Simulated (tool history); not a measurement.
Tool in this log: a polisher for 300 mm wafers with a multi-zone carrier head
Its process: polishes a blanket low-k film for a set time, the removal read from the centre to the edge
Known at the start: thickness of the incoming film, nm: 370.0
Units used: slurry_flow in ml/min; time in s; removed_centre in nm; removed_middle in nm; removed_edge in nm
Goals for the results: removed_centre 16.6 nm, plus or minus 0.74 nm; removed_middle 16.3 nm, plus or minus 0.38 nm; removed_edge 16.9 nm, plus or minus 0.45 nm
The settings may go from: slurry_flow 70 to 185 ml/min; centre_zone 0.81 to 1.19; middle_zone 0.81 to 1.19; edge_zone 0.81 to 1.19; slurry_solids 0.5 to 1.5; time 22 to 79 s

| run | hour | slurry_flow | centre_zone | middle_zone | edge_zone | slurry_solids | time | removed_centre | removed_middle | removed_edge |
|---|---|---|---|---|---|---|---|---|---|---|
| 1 | 0 | 120 | 1 | 1 | 1 | 1 | 50 | 13.637 | 13.164 | 13.92 |
| 2 | 3.7 | 120 | 0.95 | 1 | 1 | 1 | 50 | 13.425 | 13.259 | 13.755 |
| 3 | 9.4 | 120 | 0.95 | 1 | 1 | 1.15 | 50 | 14.192 | 13.982 | 14.635 |
| 4 | 10.9 | 130 | 0.96 | 1.01 | 1.02 | 1.15 | 50 | 14.571 | 14.521 | 14.854 |
| 5 | 18.9 | 130 | 0.96 | 1.01 | 0.93 | 1.15 | 50 | 14.613 | 14.404 | 14.41 |
| 6 | 25.8 | 130 | 1.03 | 1.01 | 0.93 | 1.15 | 50 | 14.962 | 14.508 | 14.389 |
| 7 | 26.5 | 140 | 1.02 | 1.01 | 0.98 | 1.15 | 50 | 14.932 | 14.851 | 14.674 |
| 8 | 30.5 | 140 | 1.02 | 1 | 1.01 | 1.2 | 50 | 15.266 | 14.946 | 15.304 |
| 9 | 35.5 | 145 | 1.03 | 1 | 1.03 | 1.2 | 50 | 15.811 | 14.803 | 15.252 |
| 10 | 40.1 | 145 | 1.01 | 1.01 | 1.06 | 1.25 | 50 | 15.79 | 15.563 | 15.955 |
| 11 | 42.3 | 150 | 1.01 | 1.01 | 1.08 | 1.25 | 50 | 16.459 | 15.293 | 16.064 |
| 12 | 44.7 | 150 | 0.99 | 1.02 | 1.09 | 1.25 | 50 | 15.382 | 15.581 | 16.316 |
| 13 | 52.9 | 155 | 1 | 1.02 | 1.09 | 1.25 | 50 | 16.138 | 15.622 | 16.464 |
| 14 | 60.5 | 160 | 1 | 1.03 | 1.09 | 1.25 | 50 | 16.111 | 15.817 | 16.478 |

Which of these 4 next moves meets every target?
| A | 68.1 | 175 | 0.91 | 0.96 | 1.02 | 1.45 | 48 | ? | ? | ? |
| B | 68.1 | 155 | 0.9 | 1.12 | 1.15 | 1.3 | 48 | ? | ? | ? |
| C | 68.1 | 170 | 1.15 | 1.14 | 1.03 | 1.35 | 47 | ? | ? | ? |
| D | 68.1 | 135 | 1.05 | 1.05 | 1.11 | 1.15 | 54 | ? | ? | ? |

| move | removed_centre | removed_middle | removed_edge |
|---|---|---|---|
| A | 15.451 | 15.46 | 16.252 |
| B | 14.421 | 16.58 | 16.217 |
| C | 16.986 | 16.985 | 15.491 |
| D | 16.46 | 16.369 | 16.801 |
A: misses by more than the last run did
B: the worst result of the last run now meets its target, but another is out of spec
C: carries the result that was furthest off beyond its target, to the other side
D: in spec on every target
Move D is the one to make.
